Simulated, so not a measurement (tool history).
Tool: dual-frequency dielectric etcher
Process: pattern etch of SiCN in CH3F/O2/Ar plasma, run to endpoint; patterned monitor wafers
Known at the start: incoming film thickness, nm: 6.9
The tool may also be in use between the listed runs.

run,hour,source power (W),bias power (W),endpoint time (s)
1,0.0,440,59,20.032
2,3.9,410,59,20.540
3,6.7,410,55,21.235
4,13.9,410,50,22.264
5,19.1,420,50,22.153
6,20.7,420,60,20.127

The next listed run, before its measurement:
7,26.4,390,60,?

{"run 7": {"endpoint time (s)": 20.744}}
